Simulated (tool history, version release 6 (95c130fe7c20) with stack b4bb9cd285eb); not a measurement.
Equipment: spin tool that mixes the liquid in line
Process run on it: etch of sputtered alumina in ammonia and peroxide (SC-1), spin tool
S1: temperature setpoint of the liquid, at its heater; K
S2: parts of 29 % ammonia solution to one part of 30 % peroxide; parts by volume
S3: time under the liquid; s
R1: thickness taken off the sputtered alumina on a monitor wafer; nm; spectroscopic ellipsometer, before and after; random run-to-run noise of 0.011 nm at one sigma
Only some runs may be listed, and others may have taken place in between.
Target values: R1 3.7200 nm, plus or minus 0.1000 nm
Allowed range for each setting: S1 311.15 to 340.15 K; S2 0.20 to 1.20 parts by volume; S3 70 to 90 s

{"run": 1, "hour": 0.0, "S1": 324.15, "S2": 0.9, "S3": 90, "R1": 4.9148}
{"run": 2, "hour": 4.1, "S1": 324.15, "S2": 0.75, "S3": 90, "R1": 4.8414}
{"run": 3, "hour": 11.8, "S1": 322.65, "S2": 0.75, "S3": 90, "R1": 4.45}
{"run": 4, "hour": 14.8, "S1": 321.65, "S2": 0.75, "S3": 90, "R1": 4.2018}
{"run": 5, "hour": 20.0, "S1": 321.65, "S2": 0.45, "S3": 90, "R1": 4.0163}
{"run": 6, "hour": 25.7, "S1": 321.65, "S2": 0.6, "S3": 90, "R1": 4.1298}
{"run": 7, "hour": 31.5, "S1": 321.15, "S2": 0.6, "S3": 90, "R1": 4.0119}
{"run": 8, "hour": 37.9, "S1": 320.65, "S2": 0.6, "S3": 90, "R1": 3.8871}

Next run, 4 choices. One meets every target within its allowed miss, the rest don't. Which?
{"run": "A", "hour": 44.3, "S1": 321.65, "S2": 0.2, "S3": 90, "R1": "?"}
{"run": "B", "hour": 44.3, "S1": 323.65, "S2": 0.55, "S3": 80, "R1": "?"}
{"run": "C", "hour": 44.3, "S1": 321.15, "S2": 0.55, "S3": 90, "R1": "?"}
{"run": "D", "hour": 44.3, "S1": 322.15, "S2": 0.35, "S3": 90, "R1": "?"}

move=A R1=3.7131
move=B R1=4.0598
move=C R1=3.9775
move=D R1=4.0275
A: all results land within tolerance of their targets
B: the biggest miss grows against the last run
C: the biggest miss grows against the last run
D: the biggest miss grows against the last run
The right move is A.
